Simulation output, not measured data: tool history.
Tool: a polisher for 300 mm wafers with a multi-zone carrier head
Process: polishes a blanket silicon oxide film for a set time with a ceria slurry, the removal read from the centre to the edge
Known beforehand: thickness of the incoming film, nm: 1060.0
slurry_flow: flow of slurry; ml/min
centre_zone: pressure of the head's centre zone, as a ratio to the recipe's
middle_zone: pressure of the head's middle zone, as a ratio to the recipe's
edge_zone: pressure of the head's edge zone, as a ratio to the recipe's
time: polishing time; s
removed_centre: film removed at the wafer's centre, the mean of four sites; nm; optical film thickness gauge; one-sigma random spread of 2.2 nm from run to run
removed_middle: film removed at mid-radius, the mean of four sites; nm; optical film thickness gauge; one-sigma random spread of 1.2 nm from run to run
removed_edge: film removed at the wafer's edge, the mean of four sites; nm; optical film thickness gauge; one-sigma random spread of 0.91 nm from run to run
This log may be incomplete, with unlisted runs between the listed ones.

run 1 hour=0 | slurry_flow=275 centre_zone=1 middle_zone=1 edge_zone=1 time=37 | removed_centre=205.41 removed_middle=208.12 removed_edge=204.1
run 2 hour=3.3 | slurry_flow=275 centre_zone=0.92 middle_zone=1 edge_zone=1 time=37 | removed_centre=186.91 removed_middle=202.86 removed_edge=206.5
run 3 hour=3.9 | slurry_flow=265 centre_zone=0.95 middle_zone=0.96 edge_zone=1 time=34 | removed_centre=175.37 removed_middle=177.36 removed_edge=189.12
run 4 hour=7.2 | slurry_flow=265 centre_zone=0.88 middle_zone=0.96 edge_zone=1 time=34 | removed_centre=166.26 removed_middle=180.84 removed_edge=189.94
run 5 hour=12.5 | slurry_flow=265 centre_zone=0.88 middle_zone=0.96 edge_zone=1 time=38 | removed_centre=187.66 removed_middle=202.95 removed_edge=211
run 6 hour=18.7 | slurry_flow=265 centre_zone=0.85 middle_zone=0.96 edge_zone=1 time=38 | removed_centre=177.44 removed_middle=204.17 removed_edge=211.64
run 7 hour=22.4 | slurry_flow=260 centre_zone=0.88 middle_zone=0.93 edge_zone=0.97 time=36 | removed_centre=171.93 removed_middle=186.64 removed_edge=196.81
run 8 hour=23.3 | slurry_flow=255 centre_zone=0.93 middle_zone=0.9 edge_zone=0.95 time=34 | removed_centre=174.32 removed_middle=170.47 removed_edge=186.59
run 9 hour=32.3 | slurry_flow=250 centre_zone=0.95 middle_zone=0.88 edge_zone=0.93 time=32 | removed_centre=163.88 removed_middle=157.29 removed_edge=172.6
run 10 hour=35.4 | slurry_flow=245 centre_zone=0.98 middle_zone=0.87 edge_zone=0.92 time=31 | removed_centre=170.22 removed_middle=149.5 removed_edge=166.56
run 11 hour=39 | slurry_flow=240 centre_zone=0.98 middle_zone=0.86 edge_zone=0.9 time=30 | removed_centre=160.27 removed_middle=144.5 removed_edge=158.58
run 12 hour=43.3 | slurry_flow=230 centre_zone=0.99 middle_zone=0.85 edge_zone=0.89 time=29 | removed_centre=162.31 removed_middle=135.17 removed_edge=151.78
run 13 hour=48.3 | slurry_flow=220 centre_zone=0.98 middle_zone=0.84 edge_zone=0.88 time=29 | removed_centre=154.16 removed_middle=134.33 removed_edge=152.44

Run 14 has not been measured yet. What should we expect?
run 14 hour=54.3 | slurry_flow=215 centre_zone=0.99 middle_zone=0.83 edge_zone=0.87 time=29 | removed_centre=? removed_middle=? removed_edge=?

removed_centre: 156.88 nm
removed_middle: 134.04 nm
removed_edge: 150.5 nm
